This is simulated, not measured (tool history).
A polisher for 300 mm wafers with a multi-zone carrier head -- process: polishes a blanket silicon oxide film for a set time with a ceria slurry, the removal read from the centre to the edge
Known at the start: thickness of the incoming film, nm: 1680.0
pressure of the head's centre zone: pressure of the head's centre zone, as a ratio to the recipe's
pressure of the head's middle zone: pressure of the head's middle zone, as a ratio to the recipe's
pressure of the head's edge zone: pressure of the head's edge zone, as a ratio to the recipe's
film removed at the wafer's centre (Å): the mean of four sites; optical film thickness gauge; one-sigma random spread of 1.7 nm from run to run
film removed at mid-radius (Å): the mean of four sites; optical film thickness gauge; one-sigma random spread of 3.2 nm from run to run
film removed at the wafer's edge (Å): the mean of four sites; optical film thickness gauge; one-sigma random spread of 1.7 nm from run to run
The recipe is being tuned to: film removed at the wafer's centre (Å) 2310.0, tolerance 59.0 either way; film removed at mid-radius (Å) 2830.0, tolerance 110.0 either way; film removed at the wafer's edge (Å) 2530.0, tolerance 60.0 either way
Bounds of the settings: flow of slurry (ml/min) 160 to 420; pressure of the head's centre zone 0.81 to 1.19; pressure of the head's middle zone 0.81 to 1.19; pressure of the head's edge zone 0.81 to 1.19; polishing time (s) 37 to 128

run	hour	flow of slurry (ml/min)	pressure of the head's centre zone	pressure of the head's middle zone	pressure of the head's edge zone	polishing time (s)	film removed at the wafer's centre (Å)	film removed at mid-radius (Å)	film removed at the wafer's edge (Å)
1	0.0	270	1.00	1.00	1.00	82	4309.5	4216.2	4226.7
2	6.7	270	1.00	0.92	1.00	82	4292.8	3963.4	4252.9
3	9.2	260	0.96	0.95	0.96	74	3683.0	3753.9	3757.3
4	12.2	260	0.96	0.95	1.03	74	3627.8	3741.6	3895.7
5	13.9	260	0.96	0.99	1.03	74	3703.9	3808.0	3842.5
6	18.8	250	0.94	0.99	1.00	67	3235.7	3445.5	3471.9
7	21.4	245	0.92	1.01	0.96	63	3011.5	3291.5	3134.9
8	28.4	235	0.89	1.00	0.93	61	2756.9	3126.5	3010.9
9	35.5	225	0.88	1.01	0.90	60	2673.6	3092.8	2924.2
10	44.1	225	0.87	1.02	0.88	58	2527.6	3023.5	2776.2

Exercise: of the 4 proposed moves below, exactly one satisfies all targets within the stated allowed misses. Which move is it?
A	52.7	185	0.84	1.02	0.81	56	?	?	?
B	52.7	230	0.86	1.14	0.85	54	?	?	?
C	52.7	240	0.81	1.05	0.89	53	?	?	?
D	52.7	280	0.81	0.96	1.00	54	?	?	?

move	film removed at the wafer's centre (Å)	film removed at mid-radius (Å)	film removed at the wafer's edge (Å)
A	2337.9	2873.4	2519.0
B	2404.5	3156.6	2543.1
C	2234.8	2905.4	2562.9
D	2324.4	2796.8	2801.3
A: every result lands within tolerance
B: brings the last run's worst result on target, with another outside its allowed miss
C: brings the last run's worst result on target, with another outside its allowed miss
D: the biggest miss grows against the last run
The right move is A.
